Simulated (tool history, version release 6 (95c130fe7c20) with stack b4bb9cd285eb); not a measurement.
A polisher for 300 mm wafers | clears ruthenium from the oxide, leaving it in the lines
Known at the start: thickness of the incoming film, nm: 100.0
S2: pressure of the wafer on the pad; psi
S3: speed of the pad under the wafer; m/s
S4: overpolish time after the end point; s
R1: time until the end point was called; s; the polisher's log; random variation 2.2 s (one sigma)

{"run": 1, "hour": 0.0, "flow of slurry (ml/min)": 300, "S2": 2.5, "S3": 1.28, "S4": 32, "R1": 55.804}
{"run": 2, "hour": 7.4, "flow of slurry (ml/min)": 300, "S2": 2.1, "S3": 1.2, "S4": 32, "R1": 71.124}
{"run": 3, "hour": 14.6, "flow of slurry (ml/min)": 300, "S2": 2.1, "S3": 1.34, "S4": 32, "R1": 61.932}
{"run": 4, "hour": 17.6, "flow of slurry (ml/min)": 300, "S2": 2.1, "S3": 1.34, "S4": 32, "R1": 61.552}
{"run": 5, "hour": 25.5, "flow of slurry (ml/min)": 300, "S2": 2.1, "S3": 1.12, "S4": 32, "R1": 73.895}
{"run": 6, "hour": 28.1, "flow of slurry (ml/min)": 300, "S2": 1.8, "S3": 1.08, "S4": 32, "R1": 90.254}

Run 7 comes next. What will it give?
{"run": 7, "hour": 29.8, "flow of slurry (ml/min)": 300, "S2": 1.8, "S3": 1.08, "S4": 32, "R1": "?"}

{"run 7": {"R1": 90.252}}
